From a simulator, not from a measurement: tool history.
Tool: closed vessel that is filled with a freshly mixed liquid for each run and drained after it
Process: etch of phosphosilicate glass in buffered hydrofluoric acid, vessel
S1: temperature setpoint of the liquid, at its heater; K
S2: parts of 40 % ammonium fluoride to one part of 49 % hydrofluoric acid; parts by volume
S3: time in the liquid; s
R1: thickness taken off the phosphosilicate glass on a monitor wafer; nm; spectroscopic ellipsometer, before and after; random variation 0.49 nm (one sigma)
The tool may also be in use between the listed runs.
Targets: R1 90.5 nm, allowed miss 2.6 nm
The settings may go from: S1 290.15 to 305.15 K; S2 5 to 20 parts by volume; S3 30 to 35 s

Run 1, hour 0: S1 297.15 K, S2 12 parts by volume, S3 35 s. Result: R1 115.19 nm.
Run 2, hour 7.7: S1 297.15 K, S2 12 parts by volume, S3 30 s. Result: R1 99.272 nm.
Run 3, hour 12: S1 296.65 K, S2 12 parts by volume, S3 30 s. Result: R1 95.781 nm.
Run 4, hour 14.7: S1 296.65 K, S2 13.5 parts by volume, S3 30 s. Result: R1 86.191 nm.
Run 5, hour 17.6: S1 296.65 K, S2 10 parts by volume, S3 30 s. Result: R1 113.51 nm.
Run 6, hour 26.1: S1 296.65 K, S2 10 parts by volume, S3 35 s. Result: R1 134.33 nm.
Run 7, hour 31.1: S1 295.15 K, S2 10 parts by volume, S3 35 s. Result: R1 123.33 nm.
Run 8, hour 37.9: S1 294.15 K, S2 10.5 parts by volume, S3 35 s. Result: R1 111.39 nm.
Run 9, hour 43.3: S1 293.15 K, S2 10.5 parts by volume, S3 35 s. Result: R1 105.28 nm.
Run 10, hour 45.1: S1 292.65 K, S2 10.5 parts by volume, S3 35 s. Result: R1 102.22 nm.
Run 11, hour 50.6: S1 292.15 K, S2 10.5 parts by volume, S3 35 s. Result: R1 99.556 nm.

Which of these 4 next moves meets every target?
Run A, hour 56.1: S1 290.15 K, S2 8 parts by volume, S3 30 s. Result: R1 ?.
Run B, hour 56.1: S1 292.65 K, S2 9.5 parts by volume, S3 35 s. Result: R1 ?.
Run C, hour 56.1: S1 292.65 K, S2 11 parts by volume, S3 30 s. Result: R1 ?.
Run D, hour 56.1: S1 294.15 K, S2 11 parts by volume, S3 30 s. Result: R1 ?.

move      R1
   A  97.019
   B  110.91
   C  83.876
   D  91.214
A: nearer than the last run, and not there yet
B: further off than the last run
C: takes the result that was furthest off past its target
D: meets every target
Answer: D
